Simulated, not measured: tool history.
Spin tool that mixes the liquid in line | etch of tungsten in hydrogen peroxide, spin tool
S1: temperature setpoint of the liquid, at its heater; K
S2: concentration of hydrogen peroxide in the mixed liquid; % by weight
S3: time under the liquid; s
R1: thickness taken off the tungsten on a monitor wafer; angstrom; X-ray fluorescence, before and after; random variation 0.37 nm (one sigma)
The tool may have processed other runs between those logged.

run,hour,S1,S2,S3,R1
1,0,320.15,18,15,254.52
2,4.7,317.65,18,15,218.03
3,8.2,319.15,18,15,237.91
4,16.5,319.15,15,15,220.39
5,22.2,319.15,17,15,230.53
6,27.3,319.15,15.5,15,223.71
7,29.8,320.65,15.5,15,246.32
8,37.9,322.15,15.5,15,268.28
9,41.6,323.15,15.5,15,285.85
10,43.9,324.15,15.5,15,306.35
11,50.8,325.15,15.5,15,321.56
12,51.9,326.15,15.5,15,341.01

Run 13 is up next; what results do you expect?
13,57.5,326.65,15.5,15,?

Run 13 measured R1 350.51 angstrom.
